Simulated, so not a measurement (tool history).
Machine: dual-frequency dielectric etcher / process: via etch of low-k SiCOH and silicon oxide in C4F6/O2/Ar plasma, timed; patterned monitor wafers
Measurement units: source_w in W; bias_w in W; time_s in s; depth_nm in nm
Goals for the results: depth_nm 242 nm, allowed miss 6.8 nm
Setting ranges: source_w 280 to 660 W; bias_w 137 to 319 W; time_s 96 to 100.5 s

{"run": 1, "hour": 0.0, "source_w": 470, "bias_w": 228, "time_s": 96, "depth_nm": 284.65}
{"run": 2, "hour": 5.5, "source_w": 430, "bias_w": 221, "time_s": 96, "depth_nm": 274.47}
{"run": 3, "hour": 12.5, "source_w": 430, "bias_w": 237, "time_s": 96, "depth_nm": 278.35}
{"run": 4, "hour": 17.3, "source_w": 430, "bias_w": 237, "time_s": 96, "depth_nm": 279.54}
{"run": 5, "hour": 22.2, "source_w": 400, "bias_w": 228, "time_s": 96, "depth_nm": 269.33}
{"run": 6, "hour": 27.1, "source_w": 400, "bias_w": 256, "time_s": 96, "depth_nm": 278.43}
{"run": 7, "hour": 30.9, "source_w": 370, "bias_w": 246, "time_s": 96, "depth_nm": 270.13}
{"run": 8, "hour": 39.3, "source_w": 350, "bias_w": 237, "time_s": 96, "depth_nm": 260.64}
{"run": 9, "hour": 47.2, "source_w": 330, "bias_w": 233, "time_s": 96, "depth_nm": 256.52}
{"run": 10, "hour": 52.3, "source_w": 320, "bias_w": 229, "time_s": 96, "depth_nm": 251.61}
{"run": 11, "hour": 55.3, "source_w": 310, "bias_w": 227, "time_s": 96, "depth_nm": 248.63}

Below are 4 possible settings for the next run. Only one of them brings all results inside the allowed miss of their targets. Which is it?
{"run": "A", "hour": 58.3, "source_w": 360, "bias_w": 201, "time_s": 100.5, "depth_nm": "?"}
{"run": "B", "hour": 58.3, "source_w": 330, "bias_w": 243, "time_s": 96, "depth_nm": "?"}
{"run": "C", "hour": 58.3, "source_w": 290, "bias_w": 208, "time_s": 98.5, "depth_nm": "?"}
{"run": "D", "hour": 58.3, "source_w": 290, "bias_w": 230, "time_s": 99.5, "depth_nm": "?"}

move=A depth_nm=263.37
move=B depth_nm=258.59
move=C depth_nm=243.82
move=D depth_nm=253.57
A: lands further from the targets than the last run did
B: lands further from the targets than the last run did
C: all results land within tolerance of their targets
D: lands further from the targets than the last run did
Move C is the one to make.
